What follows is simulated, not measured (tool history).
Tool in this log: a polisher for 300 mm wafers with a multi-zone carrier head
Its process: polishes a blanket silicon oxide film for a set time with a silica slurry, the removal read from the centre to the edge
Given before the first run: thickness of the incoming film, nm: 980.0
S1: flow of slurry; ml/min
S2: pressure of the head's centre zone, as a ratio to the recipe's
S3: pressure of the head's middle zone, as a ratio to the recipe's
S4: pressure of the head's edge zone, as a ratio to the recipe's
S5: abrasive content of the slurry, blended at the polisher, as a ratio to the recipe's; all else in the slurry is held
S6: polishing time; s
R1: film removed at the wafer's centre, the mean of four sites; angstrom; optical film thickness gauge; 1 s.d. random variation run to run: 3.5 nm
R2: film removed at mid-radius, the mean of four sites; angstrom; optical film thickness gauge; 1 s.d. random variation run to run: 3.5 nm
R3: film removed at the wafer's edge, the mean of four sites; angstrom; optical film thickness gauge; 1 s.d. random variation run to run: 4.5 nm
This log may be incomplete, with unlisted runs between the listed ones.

run 1 hour=0.0 | S1=255 S2=1.00 S3=1.00 S4=1.00 S5=1.00 S6=83 | R1=2579.8 R2=2612.3 R3=2659.4
run 2 hour=5.2 | S1=255 S2=1.00 S3=1.00 S4=1.00 S5=1.00 S6=93 | R1=2909.8 R2=2915.0 R3=2977.3
run 3 hour=6.0 | S1=255 S2=0.92 S3=1.00 S4=1.00 S5=1.00 S6=93 | R1=2676.7 R2=2947.5 R3=2942.6
run 4 hour=6.7 | S1=255 S2=0.92 S3=1.00 S4=1.00 S5=0.80 S6=93 | R1=2435.9 R2=2648.8 R3=2685.2
run 5 hour=11.2 | S1=255 S2=0.97 S3=1.00 S4=1.00 S5=0.80 S6=93 | R1=2539.5 R2=2665.9 R3=2701.7
run 6 hour=15.7 | S1=255 S2=0.97 S3=0.92 S4=1.00 S5=0.80 S6=93 | R1=2558.8 R2=2457.5 R3=2641.0

Run 7 comes next. What will it give?
run 7 hour=20.2 | S1=250 S2=0.96 S3=0.92 S4=1.02 S5=0.85 S6=93 | R1=? R2=? R3=?

Run 7 measured R1 2575.0 angstrom, R2 2546.8 angstrom, R3 2812.9 angstrom.

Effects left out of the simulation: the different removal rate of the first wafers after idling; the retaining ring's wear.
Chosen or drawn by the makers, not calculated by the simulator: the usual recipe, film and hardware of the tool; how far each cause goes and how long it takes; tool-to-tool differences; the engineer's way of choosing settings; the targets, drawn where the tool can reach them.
